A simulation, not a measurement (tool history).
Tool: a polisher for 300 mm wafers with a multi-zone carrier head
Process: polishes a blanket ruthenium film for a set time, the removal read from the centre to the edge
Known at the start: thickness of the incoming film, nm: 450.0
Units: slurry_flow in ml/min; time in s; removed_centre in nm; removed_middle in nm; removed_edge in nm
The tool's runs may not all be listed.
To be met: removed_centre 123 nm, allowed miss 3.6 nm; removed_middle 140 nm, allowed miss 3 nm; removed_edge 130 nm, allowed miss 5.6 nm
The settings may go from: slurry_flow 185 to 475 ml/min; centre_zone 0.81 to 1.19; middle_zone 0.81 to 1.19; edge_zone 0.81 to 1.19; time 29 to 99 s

| run | hour | slurry_flow | centre_zone | middle_zone | edge_zone | time | removed_centre | removed_middle | removed_edge |
|---|---|---|---|---|---|---|---|---|---|
| 1 | 0 | 305 | 1 | 1 | 1 | 64 | 100.21 | 99.974 | 98.914 |
| 2 | 7.8 | 305 | 1 | 1 | 1 | 72 | 112.68 | 112.23 | 111.01 |
| 3 | 9.1 | 320 | 1 | 1.05 | 1.05 | 73 | 113.43 | 119.97 | 114.91 |
| 4 | 17.7 | 330 | 1.01 | 1.07 | 1.08 | 74 | 116.82 | 122.58 | 119.18 |
| 5 | 23.3 | 340 | 1.01 | 1.1 | 1.1 | 75 | 118.04 | 126.98 | 123.08 |
| 6 | 24.9 | 340 | 1.01 | 1.06 | 1.1 | 75 | 119.14 | 123.13 | 122.53 |
| 7 | 30 | 350 | 1.01 | 1.09 | 1.11 | 76 | 120.27 | 129.52 | 124.87 |
| 8 | 31.5 | 365 | 1.01 | 1.1 | 1.12 | 76 | 121.13 | 130.25 | 124.5 |
| 9 | 34.4 | 365 | 1.01 | 1.12 | 1.13 | 77 | 123.13 | 132.18 | 124.57 |
|  | 37.3 | worn pad replaced by a new one |
| 10 | 37.3 | 355 | 1 | 1.13 | 1.14 | 78 | 133.03 | 148.76 | 137.66 |
| 11 | 38.8 | 355 | 1 | 1.13 | 1.14 | 78 | 134.77 | 148.83 | 139.49 |

Which of these 5 next moves meets every target?
| A | 40.3 | 220 | 0.98 | 0.99 | 1.19 | 82 | ? | ? | ? |
| B | 40.3 | 325 | 0.84 | 1.04 | 1.19 | 80 | ? | ? | ? |
| C | 40.3 | 360 | 1.06 | 1.17 | 1.01 | 68 | ? | ? | ? |
| D | 40.3 | 385 | 1.09 | 1.09 | 1.12 | 72 | ? | ? | ? |
| E | 40.3 | 475 | 1 | 1.17 | 1.15 | 71 | ? | ? | ? |

| move | removed_centre | removed_middle | removed_edge |
|---|---|---|---|
| A | 131.1 | 132.98 | 144.91 |
| B | 113.44 | 139.74 | 144.76 |
| C | 123 | 132.24 | 113.71 |
| D | 134.55 | 132.3 | 127.34 |
| E | 123.46 | 140.53 | 128.44 |
A: nearer than the last run, and not there yet
B: takes the result that was furthest off past its target
C: brings the result that was furthest off to its target, and leaves another outside
D: as far off as the last run
E: meets every target
Move E is the one to make.

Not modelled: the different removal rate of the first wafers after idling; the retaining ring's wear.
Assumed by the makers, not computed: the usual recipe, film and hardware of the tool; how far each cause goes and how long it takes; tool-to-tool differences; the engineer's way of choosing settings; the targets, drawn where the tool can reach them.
